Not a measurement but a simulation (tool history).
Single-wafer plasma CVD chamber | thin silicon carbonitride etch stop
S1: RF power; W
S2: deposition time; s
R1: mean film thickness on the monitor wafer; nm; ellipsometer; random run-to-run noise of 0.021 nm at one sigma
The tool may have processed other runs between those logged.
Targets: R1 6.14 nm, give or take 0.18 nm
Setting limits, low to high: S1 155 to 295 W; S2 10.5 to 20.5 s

run	hour	S1	S2	R1
1	0	225	15.5	8.6431
2	4.2	250	15.5	8.8622
3	7.7	250	17.4	9.93
4	15.4	240	16.2	9.1889
5	24.3	230	15.2	8.5283
6	29.6	225	14.4	8.008
7	30.2	220	13.8	7.5944
8	31.4	215	13.3	7.3072
9	36.3	210	12.9	7.0371
10	41.7	205	12.6	6.8234
11	46.9	200	12.4	6.6388

5 next moves are on the table. One of them brings every result within its allowed miss. Which?
A	52.1	170	11.3	?
B	52.1	220	13.3	?
C	52.1	185	10.8	?
D	52.1	170	14.9	?
E	52.1	165	12.1	?

move	R1
A	5.7807
B	7.3538
C	5.6676
D	7.6223
E	6.1344
A: the result that was furthest off in the last run now lies on the other side of its target
B: further off than the last run
C: the result that was furthest off in the last run now lies on the other side of its target
D: further off than the last run
E: meets every target
Go with E: it meets all targets.
